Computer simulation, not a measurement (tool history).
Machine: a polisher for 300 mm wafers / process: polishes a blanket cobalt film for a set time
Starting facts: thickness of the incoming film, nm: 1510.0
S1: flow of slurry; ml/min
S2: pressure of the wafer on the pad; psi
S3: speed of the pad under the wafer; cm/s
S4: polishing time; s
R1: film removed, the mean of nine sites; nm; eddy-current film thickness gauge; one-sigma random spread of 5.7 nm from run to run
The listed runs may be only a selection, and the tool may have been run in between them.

| run | day | S1 | S2 | S3 | S4 | R1 |
|---|---|---|---|---|---|---|
| 1 | 0.000 | 300 | 1.4 | 122 | 111 | 418.26 |
| 2 | 0.225 | 300 | 1.5 | 122 | 111 | 442.77 |
| 3 | 0.500 | 300 | 1.1 | 122 | 111 | 338.40 |
| 4 | 0.642 | 300 | 0.9 | 122 | 111 | 283.62 |
| 5 | 0.854 | 300 | 1.1 | 122 | 111 | 336.97 |
| 6 | 0.988 | 300 | 1.1 | 94 | 111 | 264.99 |
| 7 | 1.192 | 300 | 1.3 | 94 | 111 | 301.12 |
| 8 | 1.292 | 300 | 1.5 | 94 | 111 | 339.87 |

Run 9, settings as shown, results not yet in. Your forecast:
| 9 | 1.417 | 300 | 1.6 | 94 | 111 | ? |

R1: 359.21 nm
